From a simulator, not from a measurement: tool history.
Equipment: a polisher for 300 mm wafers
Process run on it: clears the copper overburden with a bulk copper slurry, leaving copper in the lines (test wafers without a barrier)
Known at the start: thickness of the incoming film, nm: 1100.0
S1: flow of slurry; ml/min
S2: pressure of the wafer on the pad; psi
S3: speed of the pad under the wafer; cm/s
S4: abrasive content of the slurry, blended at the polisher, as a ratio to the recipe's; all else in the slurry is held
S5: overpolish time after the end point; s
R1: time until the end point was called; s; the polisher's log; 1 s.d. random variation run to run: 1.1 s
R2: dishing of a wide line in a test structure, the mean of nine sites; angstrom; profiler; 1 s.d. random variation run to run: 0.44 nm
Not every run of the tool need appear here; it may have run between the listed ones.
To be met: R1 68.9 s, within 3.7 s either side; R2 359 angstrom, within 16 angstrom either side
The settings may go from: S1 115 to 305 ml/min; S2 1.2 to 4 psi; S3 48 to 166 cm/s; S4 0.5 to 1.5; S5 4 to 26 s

{"run": 1, "hour": 0.0, "S1": 195, "S2": 2.6, "S3": 106, "S4": 1, "S5": 13, "R1": 118.12, "R2": 539.09}
{"run": 2, "hour": 1.1, "S1": 195, "S2": 3, "S3": 106, "S4": 1, "S5": 13, "R1": 107.05, "R2": 581.98}
{"run": 3, "hour": 9.5, "S1": 195, "S2": 3, "S3": 106, "S4": 1, "S5": 7, "R1": 106.89, "R2": 389.01}
{"run": 4, "hour": 17.8, "S1": 195, "S2": 3, "S3": 106, "S4": 1, "S5": 4, "R1": 107.34, "R2": 252.05}
{"run": 5, "hour": 26.8, "S1": 195, "S2": 3, "S3": 106, "S4": 1.2, "S5": 4, "R1": 105.44, "R2": 262.7}
{"run": 6, "hour": 31.0, "S1": 195, "S2": 2.5, "S3": 106, "S4": 1.2, "S5": 4, "R1": 115.84, "R2": 222.47}
{"run": 7, "hour": 35.0, "S1": 195, "S2": 2.7, "S3": 108, "S4": 1.25, "S5": 4, "R1": 107.82, "R2": 254.45}
{"run": 8, "hour": 38.9, "S1": 200, "S2": 2.7, "S3": 112, "S4": 1.3, "S5": 4, "R1": 107.79, "R2": 256.08}
{"run": 9, "hour": 41.5, "S1": 185, "S2": 2.8, "S3": 118, "S4": 1.35, "S5": 4, "R1": 98.308, "R2": 274.37}
{"run": 10, "hour": 42.9, "S1": 195, "S2": 2.8, "S3": 122, "S4": 1.35, "S5": 4, "R1": 95.529, "R2": 287.65}
{"run": 11, "hour": 48.2, "S1": 185, "S2": 2.9, "S3": 126, "S4": 1.35, "S5": 4, "R1": 86.34, "R2": 292.82}
{"run": 12, "hour": 53.7, "S1": 185, "S2": 3, "S3": 126, "S4": 1.35, "S5": 4, "R1": 85.934, "R2": 296.48}
{"run": 13, "hour": 60.5, "S1": 185, "S2": 3.1, "S3": 126, "S4": 1.35, "S5": 4, "R1": 82.457, "R2": 306.82}
{"run": 14, "hour": 62.3, "S1": 185, "S2": 3.2, "S3": 126, "S4": 1.35, "S5": 4, "R1": 82.001, "R2": 316.12}
{"run": 15, "hour": 64.2, "S1": 185, "S2": 3.2, "S3": 126, "S4": 1.35, "S5": 4, "R1": 82.495, "R2": 306.5}
{"run": 16, "hour": 70.6, "S1": 185, "S2": 3.3, "S3": 126, "S4": 1.35, "S5": 4, "R1": 79.797, "R2": 318.41}
{"run": 17, "hour": 79.5, "S1": 185, "S2": 3.4, "S3": 126, "S4": 1.35, "S5": 4, "R1": 78.742, "R2": 323.95}

Which single option among these 4 for the next run brings every result within its allowed miss of target? Just one does.
{"run": "A", "hour": 88.4, "S1": 135, "S2": 3.2, "S3": 158, "S4": 1.35, "S5": 4, "R1": "?", "R2": "?"}
{"run": "B", "hour": 88.4, "S1": 160, "S2": 3.5, "S3": 156, "S4": 1.4, "S5": 4, "R1": "?", "R2": "?"}
{"run": "C", "hour": 88.4, "S1": 190, "S2": 3.1, "S3": 106, "S4": 1.4, "S5": 6, "R1": "?", "R2": "?"}
{"run": "D", "hour": 88.4, "S1": 170, "S2": 3.5, "S3": 154, "S4": 1.45, "S5": 4, "R1": "?", "R2": "?"}

move=A R1=68.13 R2=355.93
move=B R1=61.81 R2=384
move=C R1=96.565 R2=370.95
move=D R1=61.528 R2=385.3
A: in spec on every target
B: moves the result that the last run missed by most past its target, out the other side
C: moves away from the targets compared with the last run
D: moves the result that the last run missed by most past its target, out the other side
The move that meets every target is A.
